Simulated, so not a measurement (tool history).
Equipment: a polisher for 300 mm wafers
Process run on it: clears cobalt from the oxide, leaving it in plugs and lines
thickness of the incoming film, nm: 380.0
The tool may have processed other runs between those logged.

run,day,flow of slurry (ml/min),pressure of the wafer on the pad (psi),speed of the pad under the wafer (cm/s),overpolish time after the end point (s),time until the end point was called (s),dishing of a wide line in a test structure (Å)
1,0,295,1.7,88,24,96.38,547.73
2,0.246,295,1.7,88,32,96.157,593.5
3,0.379,360,1.7,88,32,94.65,619.56
4,0.65,315,1.7,88,32,94.666,601.7
5,0.804,360,1.7,88,32,94.367,622.61
6,1.021,360,1.7,106,32,78.5,642.24
7,1.288,355,1.5,106,27,89.012,575.52
8,1.512,350,1.3,106,22,103.64,507.83
9,1.804,345,1.2,106,18,110.12,417.48

Run 10 has not been measured yet. What should we expect?
10,1.888,345,1.1,106,18,?,?

Run 10 produced time until the end point was called (s) 120.97, dishing of a wide line in a test structure (Å) 420.13.

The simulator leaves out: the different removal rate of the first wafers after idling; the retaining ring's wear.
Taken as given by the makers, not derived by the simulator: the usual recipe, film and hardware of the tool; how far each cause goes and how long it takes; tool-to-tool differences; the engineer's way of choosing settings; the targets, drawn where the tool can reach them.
